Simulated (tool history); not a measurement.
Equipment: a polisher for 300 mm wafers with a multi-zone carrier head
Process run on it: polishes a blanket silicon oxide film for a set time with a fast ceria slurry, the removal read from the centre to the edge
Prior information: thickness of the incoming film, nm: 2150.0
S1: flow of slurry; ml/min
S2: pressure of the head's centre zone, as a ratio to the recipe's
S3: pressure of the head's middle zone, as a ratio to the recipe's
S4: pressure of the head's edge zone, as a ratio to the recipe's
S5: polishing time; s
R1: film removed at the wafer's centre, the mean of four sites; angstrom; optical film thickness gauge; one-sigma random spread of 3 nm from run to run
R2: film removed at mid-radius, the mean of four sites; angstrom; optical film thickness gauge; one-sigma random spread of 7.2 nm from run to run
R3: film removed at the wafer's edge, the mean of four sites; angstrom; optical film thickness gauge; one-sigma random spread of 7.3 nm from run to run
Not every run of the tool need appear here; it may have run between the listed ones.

{"run": 1, "hour": 0.0, "S1": 310, "S2": 1.0, "S3": 1.0, "S4": 1.0, "S5": 47, "R1": 5997.3, "R2": 5932.5, "R3": 6078.3}
{"run": 2, "hour": 8.0, "S1": 310, "S2": 1.0, "S3": 1.0, "S4": 0.96, "S5": 47, "R1": 6073.6, "R2": 5741.8, "R3": 5860.9}
{"run": 3, "hour": 9.2, "S1": 310, "S2": 1.0, "S3": 1.05, "S4": 0.96, "S5": 47, "R1": 6055.2, "R2": 6169.3, "R3": 5741.3}
{"run": 4, "hour": 15.3, "S1": 280, "S2": 1.0, "S3": 1.05, "S4": 0.96, "S5": 47, "R1": 6024.8, "R2": 6137.5, "R3": 5835.4}
{"run": 5, "hour": 20.3, "S1": 275, "S2": 0.96, "S3": 1.02, "S4": 0.97, "S5": 47, "R1": 5717.7, "R2": 5888.3, "R3": 5814.6}
{"run": 6, "hour": 21.2, "S1": 275, "S2": 0.96, "S3": 1.02, "S4": 0.97, "S5": 54, "R1": 6528.2, "R2": 6722.4, "R3": 6835.7}

For run 7, what comes out?
{"run": 7, "hour": 28.1, "S1": 270, "S2": 0.92, "S3": 0.99, "S4": 0.97, "S5": 53, "R1": "?", "R2": "?", "R3": "?"}

{"run 7": {"R1": 6195.1, "R2": 6666.5, "R3": 6598.3}}
